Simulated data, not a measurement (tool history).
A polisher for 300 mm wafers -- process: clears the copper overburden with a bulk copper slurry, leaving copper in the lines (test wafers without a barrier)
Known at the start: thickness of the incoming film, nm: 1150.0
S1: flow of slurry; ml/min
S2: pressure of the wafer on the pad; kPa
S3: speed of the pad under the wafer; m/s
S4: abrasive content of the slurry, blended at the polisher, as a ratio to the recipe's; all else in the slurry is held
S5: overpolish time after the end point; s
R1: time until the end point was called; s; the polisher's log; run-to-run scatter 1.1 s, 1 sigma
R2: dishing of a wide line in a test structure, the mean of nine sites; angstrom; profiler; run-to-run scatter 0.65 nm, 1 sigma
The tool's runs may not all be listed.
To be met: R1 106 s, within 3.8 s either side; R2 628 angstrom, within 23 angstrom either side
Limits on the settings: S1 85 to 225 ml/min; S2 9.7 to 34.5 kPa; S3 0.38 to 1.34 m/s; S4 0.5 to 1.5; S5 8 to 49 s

{"run": 1, "day": 0.0, "S1": 145, "S2": 22.1, "S3": 0.86, "S4": 1, "S5": 25, "R1": 106.57, "R2": 1136.9}
{"run": 2, "day": 0.346, "S1": 145, "S2": 20.7, "S3": 0.92, "S4": 1, "S5": 23, "R1": 105.04, "R2": 1089.8}
{"run": 3, "day": 0.504, "S1": 145, "S2": 20.7, "S3": 1.06, "S4": 1, "S5": 23, "R1": 92.146, "R2": 1165.1}
{"run": 4, "day": 0.688, "S1": 155, "S2": 19.3, "S3": 1.06, "S4": 1.05, "S5": 21, "R1": 92.715, "R2": 1104.9}
{"run": 5, "day": 0.896, "S1": 140, "S2": 19.3, "S3": 1.06, "S4": 1.05, "S5": 21, "R1": 94.762, "R2": 1080.8}
{"run": 6, "day": 0.992, "S1": 140, "S2": 19.3, "S3": 1.06, "S4": 0.9, "S5": 21, "R1": 98.684, "R2": 1044.1}
{"run": 7, "day": 1.1, "S1": 135, "S2": 18.6, "S3": 1.1, "S4": 0.85, "S5": 19, "R1": 100.05, "R2": 1029.6}
{"run": 8, "day": 1.317, "S1": 140, "S2": 17.2, "S3": 1.1, "S4": 0.95, "S5": 18, "R1": 99.572, "R2": 960.23}
{"run": 9, "day": 1.35, "S1": 135, "S2": 16.5, "S3": 1.1, "S4": 1, "S5": 17, "R1": 99.88, "R2": 912.23}
{"run": 10, "day": 1.508, "S1": 130, "S2": 15.9, "S3": 1.1, "S4": 1, "S5": 16, "R1": 104.29, "R2": 863.07}
{"run": 11, "day": 1.538, "S1": 125, "S2": 15.2, "S3": 1.1, "S4": 1.05, "S5": 15, "R1": 107.33, "R2": 828.71}
{"run": 12, "day": 1.838, "S1": 120, "S2": 14.5, "S3": 1.12, "S4": 1.1, "S5": 14, "R1": 106.36, "R2": 773.36}
{"day": 2.204, "done": "worn pad replaced by a new one"}
{"run": 13, "day": 2.204, "S1": 110, "S2": 12.4, "S3": 1.16, "S4": 1.35, "S5": 8, "R1": 98.693, "R2": 550.67}
{"run": 14, "day": 2.267, "S1": 120, "S2": 12.4, "S3": 1.14, "S4": 1.25, "S5": 9, "R1": 101.02, "R2": 597.5}

Exercise: of the 4 proposed moves below, exactly one satisfies all targets within the stated allowed misses. Which move is it?
{"run": "A", "day": 2.329, "S1": 130, "S2": 10.3, "S3": 1.26, "S4": 1.5, "S5": 9, "R1": "?", "R2": "?"}
{"run": "B", "day": 2.329, "S1": 130, "S2": 11.7, "S3": 1.16, "S4": 1.1, "S5": 8, "R1": "?", "R2": "?"}
{"run": "C", "day": 2.329, "S1": 125, "S2": 11.7, "S3": 1.12, "S4": 1.15, "S5": 10, "R1": "?", "R2": "?"}
{"run": "D", "day": 2.329, "S1": 130, "S2": 13.8, "S3": 1.12, "S4": 1.3, "S5": 8, "R1": "?", "R2": "?"}

move=A R1=95.501 R2=628.67
move=B R1=105.11 R2=539.95
move=C R1=108.51 R2=622.65
move=D R1=97.053 R2=578.01
A: corrects the largest miss of the last run, while another result sits out of spec
B: moves away from the targets compared with the last run
C: all results land within tolerance of their targets
D: moves away from the targets compared with the last run
Go with C: it meets all targets.

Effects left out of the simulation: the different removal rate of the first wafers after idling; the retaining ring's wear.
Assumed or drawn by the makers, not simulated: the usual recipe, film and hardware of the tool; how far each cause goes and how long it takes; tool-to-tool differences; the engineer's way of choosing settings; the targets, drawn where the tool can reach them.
